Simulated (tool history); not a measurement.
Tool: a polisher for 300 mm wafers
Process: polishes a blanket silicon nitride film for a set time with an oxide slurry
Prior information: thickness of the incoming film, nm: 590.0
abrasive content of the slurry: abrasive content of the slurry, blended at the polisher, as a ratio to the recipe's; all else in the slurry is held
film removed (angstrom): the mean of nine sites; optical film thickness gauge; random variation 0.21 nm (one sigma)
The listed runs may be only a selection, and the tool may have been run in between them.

run  hour  flow of slurry (ml/min)  pressure of the wafer on the pad (kPa)  speed of the pad under the wafer (cm/s)  abrasive content of the slurry  polishing time (s)  film removed (angstrom)
  1   0.0                      160                                    29.0                                       98                             1.0                  61                   432.79
  2   4.2                      160                                    24.8                                       98                             1.0                  61                   373.27
  3   6.2                      160                                    24.8                                      116                             1.0                  61                   425.35
  4   9.3                      160                                    24.8                                      116                             1.0                  61                   426.62
  5  10.8                      160                                    24.8                                      134                             1.0                  61                   478.06
  6  12.9                      155                                    22.8                                      130                             1.0                  61                   426.61
  7  20.6                      150                                    21.4                                      128                             1.0                  61                   395.79

What will run 8 give?
  8  26.9                      125                                    13.1                                      108                             1.0                  61                        ?

film removed (angstrom): 207.57
